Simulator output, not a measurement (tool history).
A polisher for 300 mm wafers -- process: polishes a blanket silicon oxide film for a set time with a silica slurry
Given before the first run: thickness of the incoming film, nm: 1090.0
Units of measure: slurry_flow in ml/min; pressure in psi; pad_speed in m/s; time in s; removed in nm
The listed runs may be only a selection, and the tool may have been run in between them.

run	hour	slurry_flow	pressure	pad_speed	slurry_solids	time	removed
1	0.0	270	2.7	1.42	1.0	46	120.20
2	0.7	270	2.7	1.42	1.0	48	127.08
3	6.3	270	2.7	1.64	1.0	48	139.81
4	10.1	270	2.7	1.86	1.0	48	158.98
5	15.3	270	2.5	1.84	1.0	48	141.33
6	18.9	270	2.5	2.16	1.0	48	162.94
7	22.5	270	2.4	2.12	1.0	48	155.75

Run 8 comes next. What will it give?
8	23.3	270	2.3	2.08	1.0	48	?

removed: 148.05 nm

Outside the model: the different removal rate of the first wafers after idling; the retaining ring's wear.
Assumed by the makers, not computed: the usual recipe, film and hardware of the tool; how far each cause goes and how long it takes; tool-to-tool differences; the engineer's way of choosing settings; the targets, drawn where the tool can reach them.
